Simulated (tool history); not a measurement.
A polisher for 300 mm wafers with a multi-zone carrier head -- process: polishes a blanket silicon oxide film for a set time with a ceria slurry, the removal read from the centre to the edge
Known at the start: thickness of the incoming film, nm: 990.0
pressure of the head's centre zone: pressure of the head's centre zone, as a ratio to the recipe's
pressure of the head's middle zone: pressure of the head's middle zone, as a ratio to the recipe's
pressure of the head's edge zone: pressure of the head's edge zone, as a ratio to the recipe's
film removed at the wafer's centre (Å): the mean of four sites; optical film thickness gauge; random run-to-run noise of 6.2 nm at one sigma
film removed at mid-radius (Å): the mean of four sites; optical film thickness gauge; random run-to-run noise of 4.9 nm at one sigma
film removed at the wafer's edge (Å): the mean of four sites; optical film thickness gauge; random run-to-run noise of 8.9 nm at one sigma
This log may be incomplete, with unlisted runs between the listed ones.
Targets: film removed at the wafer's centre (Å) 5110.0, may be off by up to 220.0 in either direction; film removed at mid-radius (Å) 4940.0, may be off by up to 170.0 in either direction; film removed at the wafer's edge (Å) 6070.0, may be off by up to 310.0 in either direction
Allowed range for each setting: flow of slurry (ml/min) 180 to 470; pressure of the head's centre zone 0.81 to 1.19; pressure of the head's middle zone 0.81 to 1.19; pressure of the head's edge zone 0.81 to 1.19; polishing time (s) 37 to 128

run,hour,flow of slurry (ml/min),pressure of the head's centre zone,pressure of the head's middle zone,pressure of the head's edge zone,polishing time (s),film removed at the wafer's centre (Å),film removed at mid-radius (Å),film removed at the wafer's edge (Å)
1,0.0,300,1.00,1.00,1.00,82,3984.9,3960.8,3867.3
2,3.1,350,1.00,1.00,1.00,82,3892.8,4053.8,3903.3
3,9.5,350,0.99,0.98,1.03,86,4158.0,4127.9,4212.7
4,15.1,350,0.99,0.98,1.03,96,4554.7,4603.7,4643.1
5,19.8,355,0.98,0.97,1.05,98,4678.5,4717.3,4838.5
6,22.9,355,0.98,0.97,1.11,98,4739.5,4705.6,4891.9
7,24.6,360,0.96,0.95,1.12,100,4756.4,4662.4,5055.6
8,31.4,365,0.95,0.94,1.13,102,4656.9,4734.8,5272.3
9,38.6,365,0.95,0.94,1.13,102,4762.6,4755.8,5295.2

4 candidate next runs follow, results not yet known. Just one meets every target within its allowed miss. Identify it.
A,45.8,360,1.03,0.99,1.06,101,?,?,?
B,45.8,300,0.81,0.81,1.18,122,?,?,?
C,45.8,310,1.16,1.08,1.07,95,?,?,?
D,45.8,350,0.92,0.87,1.19,114,?,?,?

move,film removed at the wafer's centre (Å),film removed at mid-radius (Å),film removed at the wafer's edge (Å)
A,5061.8,4878.4,4902.2
B,4708.7,4915.6,6193.5
C,5294.0,4873.6,4581.7
D,5081.5,4934.4,5869.3
A: further off than the last run
B: puts the biggest miss on target and leaves a different result outside tolerance
C: further off than the last run
D: all results land within tolerance of their targets
Go with D: it meets all targets.
